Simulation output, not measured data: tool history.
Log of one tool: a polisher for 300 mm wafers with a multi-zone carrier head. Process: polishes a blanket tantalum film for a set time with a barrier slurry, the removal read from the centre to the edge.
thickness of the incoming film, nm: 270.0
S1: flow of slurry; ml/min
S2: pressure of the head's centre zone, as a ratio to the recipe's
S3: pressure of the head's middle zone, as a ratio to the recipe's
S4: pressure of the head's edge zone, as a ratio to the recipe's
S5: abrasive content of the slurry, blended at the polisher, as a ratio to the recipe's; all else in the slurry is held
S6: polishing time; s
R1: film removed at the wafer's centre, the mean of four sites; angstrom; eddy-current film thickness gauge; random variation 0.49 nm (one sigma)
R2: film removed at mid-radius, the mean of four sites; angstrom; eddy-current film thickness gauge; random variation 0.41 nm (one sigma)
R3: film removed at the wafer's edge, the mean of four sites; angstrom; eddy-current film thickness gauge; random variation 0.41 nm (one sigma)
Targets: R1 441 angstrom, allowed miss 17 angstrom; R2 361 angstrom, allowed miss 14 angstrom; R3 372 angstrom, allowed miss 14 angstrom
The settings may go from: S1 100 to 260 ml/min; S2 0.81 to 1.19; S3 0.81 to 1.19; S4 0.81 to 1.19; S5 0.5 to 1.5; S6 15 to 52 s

{"run": 1, "hour": 0.0, "S1": 165, "S2": 1, "S3": 1, "S4": 1, "S5": 1, "S6": 33, "R1": 325.37, "R2": 329.16, "R3": 331.39}
{"run": 2, "hour": 4.4, "S1": 165, "S2": 0.94, "S3": 1, "S4": 1, "S5": 1, "S6": 33, "R1": 315.41, "R2": 329.24, "R3": 335.6}
{"run": 3, "hour": 12.5, "S1": 185, "S2": 1.01, "S3": 0.98, "S4": 1, "S5": 1.1, "S6": 33, "R1": 339.48, "R2": 334.39, "R3": 335.46}
{"run": 4, "hour": 20.6, "S1": 190, "S2": 1.06, "S3": 0.96, "S4": 1.02, "S5": 1.2, "S6": 34, "R1": 367.19, "R2": 349.38, "R3": 358.19}
{"run": 5, "hour": 22.6, "S1": 190, "S2": 1.1, "S3": 0.96, "S4": 1.02, "S5": 1.2, "S6": 34, "R1": 380.44, "R2": 343.24, "R3": 358.76}
{"run": 6, "hour": 27.9, "S1": 190, "S2": 1.1, "S3": 0.96, "S4": 1.02, "S5": 1, "S6": 34, "R1": 368.31, "R2": 333.36, "R3": 346.62}
{"run": 7, "hour": 30.0, "S1": 200, "S2": 1.13, "S3": 0.95, "S4": 1.01, "S5": 1.05, "S6": 34, "R1": 387.93, "R2": 338.68, "R3": 354.45}
{"run": 8, "hour": 38.8, "S1": 210, "S2": 1.15, "S3": 0.95, "S4": 1, "S5": 1.1, "S6": 34, "R1": 398.55, "R2": 345.39, "R3": 355.15}
{"run": 9, "hour": 47.5, "S1": 215, "S2": 1.16, "S3": 0.94, "S4": 0.99, "S5": 1.15, "S6": 34, "R1": 405.15, "R2": 331.83, "R3": 351.8}

4 next moves are on the table. One of them brings every result within its allowed miss. Which?
{"run": "A", "hour": 56.2, "S1": 215, "S2": 1.12, "S3": 1.09, "S4": 0.99, "S5": 1.2, "S6": 35, "R1": "?", "R2": "?", "R3": "?"}
{"run": "B", "hour": 56.2, "S1": 260, "S2": 1.19, "S3": 0.95, "S4": 1, "S5": 0.9, "S6": 37, "R1": "?", "R2": "?", "R3": "?"}
{"run": "C", "hour": 56.2, "S1": 170, "S2": 1.11, "S3": 1.08, "S4": 1.03, "S5": 1.25, "S6": 35, "R1": "?", "R2": "?", "R3": "?"}
{"run": "D", "hour": 56.2, "S1": 205, "S2": 1.18, "S3": 1.04, "S4": 0.97, "S5": 1.2, "S6": 36, "R1": "?", "R2": "?", "R3": "?"}

move=A R1=401.07 R2=401.15 R3=370.32
move=B R1=428.93 R2=363.98 R3=378.01
move=C R1=387.13 R2=388.35 R3=371.6
move=D R1=426.15 R2=393.93 R3=375.75
A: further off than the last run
B: meets every target
C: further off than the last run
D: brings the result that was furthest off to its target, and leaves another outside
Move B is the one to make.
